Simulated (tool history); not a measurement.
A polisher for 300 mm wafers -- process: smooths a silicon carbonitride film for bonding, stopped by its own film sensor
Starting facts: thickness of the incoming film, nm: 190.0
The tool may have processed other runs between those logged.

run	hour	flow of slurry (ml/min)	pressure of the wafer on the pad (psi)	speed of the pad under the wafer (cm/s)	abrasive content of the slurry	target thickness at which the film sensor stops the polish (nm)	time until the film sensor stopped the polish (s)
1	0.0	135	1.5	86	1.0	163	164.49
2	2.9	135	1.4	86	1.0	163	174.47
3	10.9	135	1.4	86	1.1	163	169.91
4	18.0	135	1.3	86	1.1	163	178.77
5	22.2	135	1.3	86	1.1	163	179.88
# hour 23.4: worn pad replaced by a new one
6	23.4	135	1.3	86	1.1	162	169.77

Run 7, settings as shown, results not yet in. Your forecast:
7	28.0	135	1.2	82	1.1	162	?

{"run 7": {"time until the film sensor stopped the polish (s)": 193.13}}
